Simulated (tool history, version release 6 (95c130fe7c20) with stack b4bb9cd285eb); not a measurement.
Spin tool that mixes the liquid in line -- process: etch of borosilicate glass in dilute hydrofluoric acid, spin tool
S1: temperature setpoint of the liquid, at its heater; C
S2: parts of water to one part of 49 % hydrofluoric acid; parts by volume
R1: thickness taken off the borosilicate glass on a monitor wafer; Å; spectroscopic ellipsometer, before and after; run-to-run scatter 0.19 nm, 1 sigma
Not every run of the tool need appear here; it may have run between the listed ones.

run 1 hour=0.0 | S1=25.0 S2=95 time_under_the_liquid_(s)=95 | R1=328.71
run 2 hour=1.5 | S1=27.0 S2=90 time_under_the_liquid_(s)=95 | R1=375.24
run 3 hour=6.6 | S1=27.0 S2=55 time_under_the_liquid_(s)=95 | R1=645.48
run 4 hour=11.3 | S1=29.5 S2=55 time_under_the_liquid_(s)=95 | R1=718.43
run 5 hour=19.4 | S1=28.0 S2=55 time_under_the_liquid_(s)=95 | R1=677.35
run 6 hour=20.4 | S1=28.0 S2=55 time_under_the_liquid_(s)=105 | R1=740.75
run 7 hour=28.2 | S1=25.5 S2=55 time_under_the_liquid_(s)=105 | R1=674.33
run 8 hour=36.2 | S1=21.5 S2=60 time_under_the_liquid_(s)=105 | R1=525.53

Predict the results of run 9:
run 9 hour=40.3 | S1=21.0 S2=60 time_under_the_liquid_(s)=105 | R1=?

Run 9 produced R1 511.59 Å.
